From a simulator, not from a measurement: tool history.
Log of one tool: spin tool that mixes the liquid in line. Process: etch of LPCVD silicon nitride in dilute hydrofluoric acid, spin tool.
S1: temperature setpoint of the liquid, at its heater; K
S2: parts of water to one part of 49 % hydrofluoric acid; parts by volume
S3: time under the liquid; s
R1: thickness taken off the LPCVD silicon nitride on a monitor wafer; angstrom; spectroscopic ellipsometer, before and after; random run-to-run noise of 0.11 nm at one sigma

{"run": 1, "hour": 0.0, "S1": 294.15, "S2": 45, "S3": 275, "R1": 29.883}
{"run": 2, "hour": 2.5, "S1": 296.65, "S2": 40, "S3": 275, "R1": 39.411}
{"run": 3, "hour": 10.0, "S1": 296.65, "S2": 50, "S3": 275, "R1": 32.049}
{"run": 4, "hour": 16.4, "S1": 296.65, "S2": 60, "S3": 275, "R1": 26.792}
{"run": 5, "hour": 23.5, "S1": 298.15, "S2": 50, "S3": 280, "R1": 35.786}
{"run": 6, "hour": 24.2, "S1": 299.15, "S2": 40, "S3": 285, "R1": 48.927}
{"run": 7, "hour": 32.7, "S1": 300.15, "S2": 35, "S3": 285, "R1": 58.631}
{"run": 8, "hour": 39.8, "S1": 300.65, "S2": 35, "S3": 285, "R1": 61.183}
{"run": 9, "hour": 42.5, "S1": 301.15, "S2": 35, "S3": 285, "R1": 64.174}
{"run": 10, "hour": 49.4, "S1": 301.65, "S2": 35, "S3": 285, "R1": 66.052}

Expected results for the next run?
{"run": 11, "hour": 53.4, "S1": 302.15, "S2": 35, "S3": 285, "R1": "?"}

R1: 67.814 angstrom

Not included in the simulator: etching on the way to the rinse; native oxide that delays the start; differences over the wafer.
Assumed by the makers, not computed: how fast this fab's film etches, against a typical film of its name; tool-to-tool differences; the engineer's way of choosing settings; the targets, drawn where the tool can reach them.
